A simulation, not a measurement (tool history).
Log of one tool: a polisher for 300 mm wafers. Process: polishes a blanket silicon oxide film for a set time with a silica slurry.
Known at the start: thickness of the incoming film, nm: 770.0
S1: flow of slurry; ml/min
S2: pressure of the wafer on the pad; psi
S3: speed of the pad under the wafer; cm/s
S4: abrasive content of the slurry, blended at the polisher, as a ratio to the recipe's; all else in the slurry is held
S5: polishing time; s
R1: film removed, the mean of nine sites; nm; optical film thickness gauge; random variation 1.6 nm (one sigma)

run,hour,S1,S2,S3,S4,S5,R1
1,0,285,3.8,142,1,47,185.61
2,6.1,285,3.4,140,1,47,169.26
3,8.9,285,3.1,138,1,47,151.96
4,12.5,330,3.1,138,1,47,152.83
5,18.6,330,2.9,136,1,47,146.72
6,20.5,330,3.4,136,1,47,170.04
7,22.6,325,3.1,134,1,47,152.7

The next listed run, before its measurement:
8,25.4,325,2.9,132,1,47,?

{"run 8": {"R1": 142.95}}
